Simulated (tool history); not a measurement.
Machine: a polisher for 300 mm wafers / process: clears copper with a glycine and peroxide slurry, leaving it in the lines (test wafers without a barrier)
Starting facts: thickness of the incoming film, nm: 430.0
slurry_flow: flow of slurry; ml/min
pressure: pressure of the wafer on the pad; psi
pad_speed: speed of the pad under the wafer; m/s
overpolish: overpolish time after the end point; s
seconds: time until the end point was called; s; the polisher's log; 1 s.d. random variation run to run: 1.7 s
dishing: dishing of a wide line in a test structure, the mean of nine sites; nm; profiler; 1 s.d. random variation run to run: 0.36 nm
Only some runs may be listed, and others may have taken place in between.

Run 1, hour 0.0: slurry_flow 195 ml/min, pressure 2.4 psi, pad_speed 1.00 m/s, overpolish 15 s. Result: seconds 81.871 s, dishing 49.039 nm.
Run 2, hour 3.8: slurry_flow 195 ml/min, pressure 2.9 psi, pad_speed 1.00 m/s, overpolish 15 s. Result: seconds 70.588 s, dishing 56.203 nm.
Run 3, hour 6.7: slurry_flow 225 ml/min, pressure 2.9 psi, pad_speed 1.00 m/s, overpolish 15 s. Result: seconds 69.513 s, dishing 56.980 nm.
Run 4, hour 8.8: slurry_flow 225 ml/min, pressure 2.5 psi, pad_speed 0.98 m/s, overpolish 14 s. Result: seconds 80.799 s, dishing 48.568 nm.
Run 5, hour 14.2: slurry_flow 225 ml/min, pressure 2.2 psi, pad_speed 0.98 m/s, overpolish 13 s. Result: seconds 87.591 s, dishing 43.183 nm.
At hour 17.7: worn pad replaced by a new one.
Run 6, hour 17.7: slurry_flow 225 ml/min, pressure 2.2 psi, pad_speed 0.98 m/s, overpolish 10 s. Result: seconds 79.663 s, dishing 37.793 nm.
Run 7, hour 21.6: slurry_flow 215 ml/min, pressure 1.6 psi, pad_speed 0.92 m/s, overpolish 11 s. Result: seconds 101.650 s, dishing 32.985 nm.

Predict the results of run 8:
Run 8, hour 30.3: slurry_flow 215 ml/min, pressure 1.5 psi, pad_speed 0.92 m/s, overpolish 11 s. Result: seconds ?, dishing ?.

For run 8 the tool returned seconds 103.970 s, dishing 32.340 nm.
